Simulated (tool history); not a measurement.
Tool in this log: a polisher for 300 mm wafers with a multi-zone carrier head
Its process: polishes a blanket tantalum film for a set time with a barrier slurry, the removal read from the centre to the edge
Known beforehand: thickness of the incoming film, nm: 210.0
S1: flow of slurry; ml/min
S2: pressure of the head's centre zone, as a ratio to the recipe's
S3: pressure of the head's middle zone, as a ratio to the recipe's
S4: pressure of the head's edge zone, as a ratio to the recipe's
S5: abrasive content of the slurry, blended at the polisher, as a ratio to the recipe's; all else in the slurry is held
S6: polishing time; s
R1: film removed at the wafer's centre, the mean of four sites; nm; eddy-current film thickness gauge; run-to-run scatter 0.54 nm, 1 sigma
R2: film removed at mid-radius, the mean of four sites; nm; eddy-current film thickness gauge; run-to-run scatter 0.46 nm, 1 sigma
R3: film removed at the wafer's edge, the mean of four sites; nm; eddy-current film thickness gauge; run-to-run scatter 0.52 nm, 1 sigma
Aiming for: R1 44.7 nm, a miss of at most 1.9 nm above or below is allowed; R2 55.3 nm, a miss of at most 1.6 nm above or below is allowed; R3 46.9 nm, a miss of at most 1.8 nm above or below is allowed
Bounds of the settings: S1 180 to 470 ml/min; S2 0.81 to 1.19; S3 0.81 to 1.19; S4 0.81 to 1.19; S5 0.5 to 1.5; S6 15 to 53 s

run 1 hour=0 | S1=300 S2=1 S3=1 S4=1 S5=1 S6=34 | R1=88.651 R2=85.279 R3=80.681
run 2 hour=8.4 | S1=300 S2=1.08 S3=1 S4=1 S5=1 S6=34 | R1=94.388 R2=83.389 R3=82.258
run 3 hour=13 | S1=285 S2=0.99 S3=1.02 S4=1.01 S5=0.85 S6=30 | R1=73.524 R2=71.834 R3=67.966
run 4 hour=17.2 | S1=285 S2=0.99 S3=1.02 S4=1.01 S5=0.85 S6=26 | R1=63.434 R2=61.686 R3=58.289
run 5 hour=24.5 | S1=285 S2=0.99 S3=1.02 S4=1.09 S5=0.85 S6=26 | R1=62.09 R2=61.43 R3=60.72
run 6 hour=29.9 | S1=330 S2=0.99 S3=1.02 S4=1.09 S5=0.85 S6=26 | R1=64.412 R2=62.802 R3=61.06
-- hour=36.1 centre zone pressure recalibrated
run 7 hour=36.1 | S1=315 S2=0.93 S3=1.04 S4=1.07 S5=0.75 S6=25 | R1=53.771 R2=58.159 R3=56.369
run 8 hour=39.6 | S1=325 S2=0.91 S3=1.06 S4=1.01 S5=0.65 S6=25 | R1=48.46 R2=56.452 R3=51.295

5 candidate next runs follow, results not yet known. Just one meets every target within its allowed miss. Identify it.
run A hour=43.1 | S1=385 S2=0.9 S3=1.13 S4=0.97 S5=0.65 S6=23 | R1=? R2=? R3=?
run B hour=43.1 | S1=270 S2=0.88 S3=1.19 S4=0.92 S5=0.5 S6=27 | R1=? R2=? R3=?
run C hour=43.1 | S1=350 S2=0.87 S3=1.19 S4=0.94 S5=0.55 S6=25 | R1=? R2=? R3=?
run D hour=43.1 | S1=325 S2=0.91 S3=1.02 S4=1.07 S5=0.95 S6=23 | R1=? R2=? R3=?
run E hour=43.1 | S1=185 S2=0.83 S3=1.19 S4=1.03 S5=0.5 S6=26 | R1=? R2=? R3=?

move=A R1=44.689 R2=54.995 R3=47.27
move=B R1=44.946 R2=58.767 R3=47.488
move=C R1=43.816 R2=57.718 R3=46.942
move=D R1=50.938 R2=57.48 R3=56.318
move=E R1=40.304 R2=55.329 R3=47.444
A: every result lands within tolerance
B: brings the last run's worst result on target, with another outside its allowed miss
C: brings the last run's worst result on target, with another outside its allowed miss
D: misses by more than the last run did
E: brings the last run's worst result on target, with another outside its allowed miss
So the answer is move A, the one that meets all the targets.
